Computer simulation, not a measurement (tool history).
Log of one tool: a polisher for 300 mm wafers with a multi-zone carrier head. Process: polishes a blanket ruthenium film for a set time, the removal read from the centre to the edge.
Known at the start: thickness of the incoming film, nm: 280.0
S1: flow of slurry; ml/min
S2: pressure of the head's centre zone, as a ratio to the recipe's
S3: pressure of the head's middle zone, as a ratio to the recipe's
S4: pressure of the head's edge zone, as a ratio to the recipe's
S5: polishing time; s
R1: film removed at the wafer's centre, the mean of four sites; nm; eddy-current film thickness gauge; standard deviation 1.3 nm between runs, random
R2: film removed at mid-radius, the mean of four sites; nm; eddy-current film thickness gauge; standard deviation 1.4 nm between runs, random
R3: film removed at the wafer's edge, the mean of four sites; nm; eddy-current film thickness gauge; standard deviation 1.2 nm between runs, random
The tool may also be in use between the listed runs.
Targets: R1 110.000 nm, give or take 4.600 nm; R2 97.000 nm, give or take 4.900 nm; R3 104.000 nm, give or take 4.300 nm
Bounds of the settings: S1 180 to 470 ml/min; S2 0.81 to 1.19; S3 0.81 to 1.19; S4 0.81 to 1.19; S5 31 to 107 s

| run | hour | S1 | S2 | S3 | S4 | S5 | R1 | R2 | R3 |
|---|---|---|---|---|---|---|---|---|---|
| 1 | 0.0 | 300 | 1.00 | 1.00 | 1.00 | 69 | 89.820 | 89.011 | 90.250 |
| 2 | 5.3 | 300 | 1.00 | 1.00 | 1.07 | 69 | 89.343 | 91.113 | 93.224 |
| 3 | 13.7 | 300 | 0.96 | 1.00 | 1.07 | 69 | 84.902 | 90.057 | 90.688 |
| 4 | 14.3 | 225 | 0.96 | 1.00 | 1.07 | 69 | 81.760 | 87.075 | 90.943 |
| 5 | 16.2 | 230 | 0.99 | 1.00 | 1.07 | 70 | 85.512 | 84.990 | 93.170 |
| 6 | 24.9 | 250 | 1.01 | 1.01 | 1.07 | 71 | 91.526 | 92.352 | 94.020 |
| 7 | 26.4 | 255 | 1.03 | 1.00 | 1.08 | 72 | 94.063 | 91.070 | 95.560 |
| 8 | 33.1 | 260 | 1.04 | 1.00 | 1.09 | 73 | 98.136 | 93.559 | 98.968 |
| 9 | 34.5 | 265 | 1.05 | 1.00 | 1.10 | 73 | 97.073 | 93.990 | 97.810 |
| 10 | 41.4 | 265 | 1.06 | 0.99 | 1.10 | 74 | 101.140 | 92.003 | 98.025 |
| 11 | 44.7 | 265 | 1.06 | 0.99 | 1.10 | 75 | 103.810 | 94.001 | 99.497 |

Exercise: of the 4 proposed moves below, exactly one satisfies all targets within the stated allowed misses. Which move is it?
| A | 48.0 | 320 | 1.05 | 1.06 | 1.05 | 70 | ? | ? | ? |
| B | 48.0 | 285 | 1.09 | 0.97 | 1.08 | 78 | ? | ? | ? |
| C | 48.0 | 200 | 1.00 | 0.97 | 1.12 | 82 | ? | ? | ? |
| D | 48.0 | 180 | 1.00 | 1.03 | 1.09 | 79 | ? | ? | ? |

| move | R1 | R2 | R3 |
|---|---|---|---|
| A | 97.213 | 95.980 | 92.883 |
| B | 110.890 | 97.980 | 104.070 |
| C | 101.060 | 98.005 | 107.270 |
| D | 95.266 | 97.387 | 100.420 |
A: misses by more than the last run did
B: every result lands within tolerance
C: misses by more than the last run did
D: misses by more than the last run did
The move that meets every target is B.
